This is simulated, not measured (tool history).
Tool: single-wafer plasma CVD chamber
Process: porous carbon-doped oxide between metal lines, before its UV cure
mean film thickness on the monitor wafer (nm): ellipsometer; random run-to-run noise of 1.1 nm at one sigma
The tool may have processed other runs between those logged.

run  hour  heater temperature setpoint (deg C)  RF power (W)  deposition time (s)  mean film thickness on the monitor wafer (nm)
  1     0                                  290           540                 36.5                                         218.73
  2   2.4                                  290           610                 36.5                                         231.98
  3   5.4                                  290           610                 34.6                                         221.94
  4   6.9                                  292           610                 34.6                                         217.66
     10.6  -- RF generator calibrated
  5  10.6                                  292           610                 36.5                                         239.94
  6  12.5                                  292           585                 36.4                                         234.56
  7  20.7                                  288           575                 36.4                                         238.04

Expected results for the next run?
  8  21.6                                  290           575                 36.4                                              ?

Run 8 produced mean film thickness on the monitor wafer (nm) 234.89.
